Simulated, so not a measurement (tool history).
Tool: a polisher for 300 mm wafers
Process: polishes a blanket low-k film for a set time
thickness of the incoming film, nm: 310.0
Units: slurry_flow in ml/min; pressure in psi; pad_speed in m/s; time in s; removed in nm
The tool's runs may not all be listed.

| run | day | slurry_flow | pressure | pad_speed | slurry_solids | time | removed |
|---|---|---|---|---|---|---|---|
| 1 | 0 | 230 | 2 | 1.22 | 1 | 21 | 8.6825 |
| 2 | 0.329 | 205 | 2 | 1.22 | 1 | 21 | 8.5252 |
| 3 | 0.442 | 205 | 2 | 1.22 | 1 | 18 | 7.1999 |
| 4 | 0.7 | 205 | 2 | 1.48 | 1 | 18 | 8.4109 |
| 5 | 0.829 | 205 | 2 | 1.78 | 1 | 18 | 9.5941 |
| 6 | 0.983 | 180 | 2 | 1.78 | 1 | 18 | 9.437 |
| 7 | 1.092 | 175 | 1.8 | 1.78 | 1 | 18 | 8.6772 |
| 8 | 1.462 | 170 | 1.6 | 1.78 | 1 | 18 | 7.9428 |

The next listed run, before its measurement:
| 9 | 1.712 | 165 | 1.5 | 1.78 | 1 | 18 | ? |

{"run 9": {"removed": 7.65}}
